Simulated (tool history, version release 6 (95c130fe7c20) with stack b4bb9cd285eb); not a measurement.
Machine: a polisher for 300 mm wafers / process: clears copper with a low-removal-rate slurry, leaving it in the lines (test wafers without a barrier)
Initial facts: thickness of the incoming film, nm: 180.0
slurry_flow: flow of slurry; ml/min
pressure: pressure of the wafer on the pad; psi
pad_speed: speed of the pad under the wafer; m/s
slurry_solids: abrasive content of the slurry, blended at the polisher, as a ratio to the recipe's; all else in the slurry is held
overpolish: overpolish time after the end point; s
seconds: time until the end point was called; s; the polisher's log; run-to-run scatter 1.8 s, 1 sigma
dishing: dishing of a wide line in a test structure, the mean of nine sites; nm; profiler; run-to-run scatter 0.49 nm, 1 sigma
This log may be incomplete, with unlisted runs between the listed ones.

run 1 day=0 | slurry_flow=235 pressure=2 pad_speed=1.18 slurry_solids=1 overpolish=14 | seconds=71.051 dishing=23.068
run 2 day=0.296 | slurry_flow=235 pressure=1.8 pad_speed=1.16 slurry_solids=1 overpolish=16 | seconds=78.473 dishing=23.877
run 3 day=0.508 | slurry_flow=235 pressure=1.8 pad_speed=1.36 slurry_solids=1 overpolish=16 | seconds=66.746 dishing=26.445
run 4 day=0.825 | slurry_flow=235 pressure=1.6 pad_speed=1.34 slurry_solids=1 overpolish=17 | seconds=73.33 dishing=24.325
run 5 day=0.875 | slurry_flow=235 pressure=1.5 pad_speed=1.3 slurry_solids=1 overpolish=19 | seconds=84.738 dishing=25.121
run 6 day=1.075 | slurry_flow=235 pressure=2 pad_speed=1.3 slurry_solids=1 overpolish=19 | seconds=63.384 dishing=30.597

Run 7 comes next. What will it give?
run 7 day=1.171 | slurry_flow=235 pressure=1.8 pad_speed=1.28 slurry_solids=1 overpolish=19 | seconds=? dishing=?

Run 7 yielded seconds 71.049 s, dishing 28.648 nm.
